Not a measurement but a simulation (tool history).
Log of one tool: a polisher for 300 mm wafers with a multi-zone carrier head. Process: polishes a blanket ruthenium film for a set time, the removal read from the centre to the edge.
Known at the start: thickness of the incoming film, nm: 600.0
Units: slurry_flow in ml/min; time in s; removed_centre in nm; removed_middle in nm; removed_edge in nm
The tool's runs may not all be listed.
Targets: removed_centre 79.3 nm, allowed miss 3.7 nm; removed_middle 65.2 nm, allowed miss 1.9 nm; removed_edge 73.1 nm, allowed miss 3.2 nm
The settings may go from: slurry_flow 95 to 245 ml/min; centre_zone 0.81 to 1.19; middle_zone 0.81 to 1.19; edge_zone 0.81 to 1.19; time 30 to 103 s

run,day,slurry_flow,centre_zone,middle_zone,edge_zone,time,removed_centre,removed_middle,removed_edge
1,0,155,1,1,1,66,86.819,96.804,95.857
2,0.125,145,1.04,0.94,0.97,62,84.275,85.452,87.873
3,0.254,135,1.07,0.9,0.95,59,80.885,78.045,82.651
4,0.588,135,1.07,0.9,0.95,52,71.076,69.04,72.577
5,0.671,135,1.07,0.9,0.9,52,71.645,68.342,72.343
# day 1: centre zone pressure recalibrated
6,1,135,1.01,0.9,0.9,52,73.87,68.53,69.492
7,1.096,135,1.04,0.87,0.88,53,78.153,68.584,72.489
8,1.162,135,1.04,0.87,0.88,53,79.888,68.338,72.333

5 next moves are on the table. One of them brings every result within its allowed miss. Which?
A,1.229,120,0.99,0.88,0.87,56,?,?,?
B,1.229,165,1.03,0.95,0.88,52,?,?,?
C,1.229,125,1.08,0.96,0.91,54,?,?,?
D,1.229,115,0.98,0.93,0.88,56,?,?,?
E,1.229,125,1.01,0.81,0.86,55,?,?,?

move,removed_centre,removed_middle,removed_edge
A,79.562,71.62,75.359
B,80.883,74.087,72.555
C,84.367,74.659,74.411
D,78.217,74.513,75.363
E,80.236,66.105,74.011
A: further off than the last run
B: further off than the last run
C: further off than the last run
D: further off than the last run
E: meets every target
Answer: E
